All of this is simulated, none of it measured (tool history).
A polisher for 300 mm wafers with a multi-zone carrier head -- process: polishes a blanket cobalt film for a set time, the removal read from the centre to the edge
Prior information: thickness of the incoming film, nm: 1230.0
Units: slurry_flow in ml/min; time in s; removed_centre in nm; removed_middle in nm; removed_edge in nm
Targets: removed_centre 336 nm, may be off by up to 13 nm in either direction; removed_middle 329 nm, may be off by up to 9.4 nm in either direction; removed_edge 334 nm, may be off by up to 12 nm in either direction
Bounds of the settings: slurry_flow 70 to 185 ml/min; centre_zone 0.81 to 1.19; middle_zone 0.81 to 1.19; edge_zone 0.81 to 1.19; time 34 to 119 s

run 1 day=0 | slurry_flow=120 centre_zone=1 middle_zone=1 edge_zone=1 time=76 | removed_centre=429.36 removed_middle=425.22 removed_edge=417.28
run 2 day=0.225 | slurry_flow=120 centre_zone=1 middle_zone=1 edge_zone=1 time=87 | removed_centre=494.54 removed_middle=494.9 removed_edge=471.22
run 3 day=0.458 | slurry_flow=120 centre_zone=1 middle_zone=1 edge_zone=1 time=100 | removed_centre=554.53 removed_middle=566.91 removed_edge=559.67
run 4 day=0.533 | slurry_flow=120 centre_zone=1 middle_zone=1 edge_zone=1 time=119 | removed_centre=671.37 removed_middle=684.62 removed_edge=657.73
run 5 day=0.829 | slurry_flow=120 centre_zone=1.05 middle_zone=1 edge_zone=1 time=119 | removed_centre=682.16 removed_middle=666.09 removed_edge=653.25
run 6 day=1.196 | slurry_flow=115 centre_zone=1.04 middle_zone=0.99 edge_zone=0.99 time=112 | removed_centre=641.25 removed_middle=620.94 removed_edge=603.58
run 7 day=1.229 | slurry_flow=115 centre_zone=1.04 middle_zone=0.99 edge_zone=0.99 time=112 | removed_centre=632.73 removed_middle=610.74 removed_edge=604.48
run 8 day=1.483 | slurry_flow=110 centre_zone=1.03 middle_zone=0.98 edge_zone=0.98 time=106 | removed_centre=587.61 removed_middle=577.42 removed_edge=570.04
run 9 day=1.858 | slurry_flow=110 centre_zone=1.03 middle_zone=0.97 edge_zone=0.97 time=100 | removed_centre=563.65 removed_middle=536.94 removed_edge=547.07
run 10 day=2.138 | slurry_flow=105 centre_zone=1.03 middle_zone=0.97 edge_zone=0.98 time=95 | removed_centre=530.93 removed_middle=511.71 removed_edge=505.63
run 11 day=2.229 | slurry_flow=105 centre_zone=1.02 middle_zone=0.96 edge_zone=0.98 time=90 | removed_centre=506.49 removed_middle=483.15 removed_edge=471.57
run 12 day=2.333 | slurry_flow=110 centre_zone=1 middle_zone=0.94 edge_zone=0.98 time=85 | removed_centre=470.36 removed_middle=446.72 removed_edge=462.59
run 13 day=2.529 | slurry_flow=105 centre_zone=1 middle_zone=0.94 edge_zone=0.98 time=82 | removed_centre=441.02 removed_middle=423.4 removed_edge=438.74
run 14 day=2.554 | slurry_flow=100 centre_zone=1 middle_zone=0.94 edge_zone=0.98 time=80 | removed_centre=432.38 removed_middle=411.48 removed_edge=420
run 15 day=2.667 | slurry_flow=95 centre_zone=1 middle_zone=0.94 edge_zone=0.98 time=78 | removed_centre=415.41 removed_middle=391.52 removed_edge=406.59
run 16 day=2.867 | slurry_flow=95 centre_zone=1 middle_zone=0.94 edge_zone=0.98 time=77 | removed_centre=396.95 removed_middle=385.99 removed_edge=401.63

5 next moves are on the table. One of them brings every result within its allowed miss. Which?
run A day=3.067 | slurry_flow=70 centre_zone=1.04 middle_zone=0.98 edge_zone=0.94 time=69 | removed_centre=? removed_middle=? removed_edge=?
run B day=3.067 | slurry_flow=115 centre_zone=1.17 middle_zone=0.9 edge_zone=0.93 time=58 | removed_centre=? removed_middle=? removed_edge=?
run C day=3.067 | slurry_flow=120 centre_zone=0.99 middle_zone=1.07 edge_zone=0.96 time=65 | removed_centre=? removed_middle=? removed_edge=?
run D day=3.067 | slurry_flow=70 centre_zone=0.88 middle_zone=0.88 edge_zone=0.88 time=80 | removed_centre=? removed_middle=? removed_edge=?
run E day=3.067 | slurry_flow=145 centre_zone=1.06 middle_zone=0.98 edge_zone=0.92 time=86 | removed_centre=? removed_middle=? removed_edge=?

move=A removed_centre=339.46 removed_middle=325.8 removed_edge=331.6
move=B removed_centre=371.06 removed_middle=293.06 removed_edge=304.43
move=C removed_centre=365.18 removed_middle=383.85 removed_edge=347.81
move=D removed_centre=342.1 removed_middle=345.57 removed_edge=373.46
move=E removed_centre=534.54 removed_middle=489.85 removed_edge=464.08
A: meets every target
B: the result that was furthest off in the last run now lies on the other side of its target
C: roughly where the last run was
D: closer than the last run, but not yet in spec
E: the biggest miss grows against the last run
The move that meets every target is A.

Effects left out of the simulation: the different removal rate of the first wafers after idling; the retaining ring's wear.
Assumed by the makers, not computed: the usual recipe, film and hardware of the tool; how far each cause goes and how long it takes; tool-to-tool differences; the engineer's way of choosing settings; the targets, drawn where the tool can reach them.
